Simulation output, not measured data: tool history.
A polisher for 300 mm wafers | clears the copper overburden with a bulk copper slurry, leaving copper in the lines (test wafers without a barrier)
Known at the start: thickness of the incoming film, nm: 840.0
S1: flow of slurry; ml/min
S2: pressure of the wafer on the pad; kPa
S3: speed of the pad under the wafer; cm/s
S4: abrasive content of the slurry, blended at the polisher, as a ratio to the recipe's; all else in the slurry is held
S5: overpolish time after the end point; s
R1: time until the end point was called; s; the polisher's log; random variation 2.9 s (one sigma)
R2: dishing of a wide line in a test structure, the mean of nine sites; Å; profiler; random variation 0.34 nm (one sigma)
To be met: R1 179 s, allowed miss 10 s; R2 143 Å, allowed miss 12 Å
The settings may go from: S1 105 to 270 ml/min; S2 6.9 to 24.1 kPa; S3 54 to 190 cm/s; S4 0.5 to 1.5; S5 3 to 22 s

run,hour,S1,S2,S3,S4,S5,R1,R2
1,0,175,15.2,122,1,11,106.99,527.13
2,1.1,175,15.2,122,0.8,11,107.72,518.65
3,3,175,13.8,122,0.75,10,122.5,445.41
4,7.3,175,17.2,122,0.75,10,101.13,529.64
5,9.5,175,17.2,122,0.75,12,100.02,600.78
6,17.8,175,17.2,106,0.75,12,112.77,550.77
7,22.5,180,15.9,106,0.8,11,121.26,477.84
8,24.9,190,14.5,104,0.9,10,128.46,438.73
9,28.7,140,10.3,138,0.65,4,153.77,163.54
10,35.4,140,10.3,138,0.65,4,154.44,164.79

Which of these 5 next moves meets every target?
A,42.1,140,11.7,132,0.7,3,?,?
B,42.1,130,10.3,164,0.75,3,?,?
C,42.1,130,9.7,136,0.55,4,?,?
D,42.1,200,9,162,0.75,4,?,?
E,42.1,140,8.3,180,0.7,3,?,?

move,R1,R2
A,138.25,133.56
B,126.34,144.47
C,173.21,140.47
D,135.44,174.71
E,142.42,128.39
A: further off than the last run
B: further off than the last run
C: meets every target
D: further off than the last run
E: further off than the last run
The right move is C.
